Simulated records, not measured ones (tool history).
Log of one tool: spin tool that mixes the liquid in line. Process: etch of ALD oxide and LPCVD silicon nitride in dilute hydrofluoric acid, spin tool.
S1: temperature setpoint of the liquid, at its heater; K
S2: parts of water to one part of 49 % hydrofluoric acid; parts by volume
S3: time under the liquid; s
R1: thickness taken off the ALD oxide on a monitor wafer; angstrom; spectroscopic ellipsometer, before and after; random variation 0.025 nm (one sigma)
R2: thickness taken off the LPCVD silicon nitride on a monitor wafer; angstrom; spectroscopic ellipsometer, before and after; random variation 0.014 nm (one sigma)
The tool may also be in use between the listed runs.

| run | day | S1 | S2 | S3 | R1 | R2 |
|---|---|---|---|---|---|---|
| 1 | 0 | 298.15 | 275 | 180 | 79.645 | 3.9623 |
| 2 | 0.088 | 297.15 | 305 | 180 | 68.4 | 2.9116 |
| 3 | 0.421 | 297.15 | 220 | 180 | 102.98 | 3.9864 |
| 4 | 0.767 | 297.15 | 265 | 180 | 83.028 | 3.7088 |
| 5 | 1.071 | 296.65 | 300 | 180 | 67.625 | 3.2318 |
| 6 | 1.15 | 296.65 | 375 | 180 | 50.547 | 2.7835 |
| 7 | 1.288 | 295.65 | 395 | 180 | 45.227 | 2.2992 |

The next listed run, before its measurement:
| 8 | 1.621 | 295.15 | 410 | 175 | ? | ? |

Run 8 gave R1 41.866 angstrom, R2 2.2248 angstrom.
